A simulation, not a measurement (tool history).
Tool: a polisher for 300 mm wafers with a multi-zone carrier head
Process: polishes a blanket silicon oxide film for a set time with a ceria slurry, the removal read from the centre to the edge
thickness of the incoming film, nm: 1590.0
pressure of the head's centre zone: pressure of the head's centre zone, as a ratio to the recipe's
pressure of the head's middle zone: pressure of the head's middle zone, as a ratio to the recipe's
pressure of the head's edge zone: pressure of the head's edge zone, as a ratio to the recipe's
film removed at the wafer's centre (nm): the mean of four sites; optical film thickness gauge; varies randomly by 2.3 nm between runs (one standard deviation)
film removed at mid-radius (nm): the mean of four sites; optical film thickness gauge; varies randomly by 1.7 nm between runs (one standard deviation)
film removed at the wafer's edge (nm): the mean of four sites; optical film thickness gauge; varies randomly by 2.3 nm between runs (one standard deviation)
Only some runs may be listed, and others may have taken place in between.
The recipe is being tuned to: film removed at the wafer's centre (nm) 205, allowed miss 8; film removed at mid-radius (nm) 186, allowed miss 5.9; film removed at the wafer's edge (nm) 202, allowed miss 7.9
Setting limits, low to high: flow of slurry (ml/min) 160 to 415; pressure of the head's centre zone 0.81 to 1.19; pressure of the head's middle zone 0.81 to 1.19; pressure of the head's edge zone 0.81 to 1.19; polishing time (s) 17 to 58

run	hour	flow of slurry (ml/min)	pressure of the head's centre zone	pressure of the head's middle zone	pressure of the head's edge zone	polishing time (s)	film removed at the wafer's centre (nm)	film removed at mid-radius (nm)	film removed at the wafer's edge (nm)
1	0	265	1	1	1	37	157.74	152.59	153.27
2	6.9	270	1.01	1	1.03	38	159.73	155.07	155.08
3	7.4	225	1.01	1	1.03	38	153.96	153.71	154.32
4	12.2	225	1.01	1	1.03	29	116.03	115.5	118.44
5	18.4	225	1.01	0.92	1.03	29	118.83	107.75	117.91
6	24.6	225	1.01	0.92	0.97	29	118.34	108.93	114.25
7	33.1	240	1.02	0.94	1	32	134.31	121.86	130.22
8	35.1	250	1.03	0.96	1.03	34	142.91	132.55	143.5
9	36.7	270	1.06	0.99	1.03	35	154.34	140.97	147.39
10	41.5	270	1.06	0.99	1.03	35	155.11	142.28	145.68

5 candidate next runs follow, results not yet known. Just one meets every target within its allowed miss. Identify it.
A	46.3	290	1.07	0.97	0.96	46	?	?	?
B	46.3	210	0.83	0.81	1.19	55	?	?	?
C	46.3	230	1.11	1.02	1	45	?	?	?
D	46.3	255	1.03	1.02	1.07	48	?	?	?
E	46.3	220	1.09	0.98	1.15	47	?	?	?

move	film removed at the wafer's centre (nm)	film removed at mid-radius (nm)	film removed at the wafer's edge (nm)
A	203.03	183.73	182.28
B	179.57	181.5	235.42
C	199.56	182.12	177.77
D	200.66	197.03	198.09
E	203.14	182.68	198.24
A: the furthest-off result lands on target, but another misses its tolerance
B: the furthest-off result lands on target, but another misses its tolerance
C: the furthest-off result lands on target, but another misses its tolerance
D: moves the result that the last run missed by most past its target, out the other side
E: hits every target within its allowed miss
Go with E: it meets all targets.

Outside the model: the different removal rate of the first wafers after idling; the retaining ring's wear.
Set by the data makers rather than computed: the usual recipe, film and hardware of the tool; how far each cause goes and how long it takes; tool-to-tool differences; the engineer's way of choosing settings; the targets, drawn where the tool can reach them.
